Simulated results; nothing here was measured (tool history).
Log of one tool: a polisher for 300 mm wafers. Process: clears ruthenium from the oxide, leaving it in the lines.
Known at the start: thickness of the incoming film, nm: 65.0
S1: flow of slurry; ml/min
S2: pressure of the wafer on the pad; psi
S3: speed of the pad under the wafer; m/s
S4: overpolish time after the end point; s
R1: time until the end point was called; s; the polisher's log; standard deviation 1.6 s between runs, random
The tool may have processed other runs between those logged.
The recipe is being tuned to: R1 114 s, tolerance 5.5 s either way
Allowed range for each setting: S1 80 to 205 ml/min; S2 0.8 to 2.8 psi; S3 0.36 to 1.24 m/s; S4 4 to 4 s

run,hour,S1,S2,S3,S4,R1
1,0,135,1.8,0.8,4,74.838
2,2.1,135,1.8,0.8,4,74.146
3,10.5,135,1.7,0.8,4,77.286
4,18.3,165,1.7,0.8,4,77.644
5,23.6,165,1.6,0.8,4,80.973
6,24.7,165,1.5,0.8,4,86.666
7,33.7,165,1.5,0.8,4,86.345
8,38.4,165,1.4,0.8,4,90.205

Which of these 5 next moves meets every target?
A,43.1,150,1.3,0.7,4,?
B,43.1,170,2,0.9,4,?
C,43.1,200,1.2,0.82,4,?
D,43.1,140,1.5,0.96,4,?
E,43.1,180,2,0.84,4,?

move,R1
A,113.21
B,57.557
C,101.12
D,73.299
E,61.11
A: every result lands within tolerance
B: its largest miss is bigger than the last run's
C: an improvement on the last run, though not all results are within tolerance
D: its largest miss is bigger than the last run's
E: its largest miss is bigger than the last run's
A meets every target.

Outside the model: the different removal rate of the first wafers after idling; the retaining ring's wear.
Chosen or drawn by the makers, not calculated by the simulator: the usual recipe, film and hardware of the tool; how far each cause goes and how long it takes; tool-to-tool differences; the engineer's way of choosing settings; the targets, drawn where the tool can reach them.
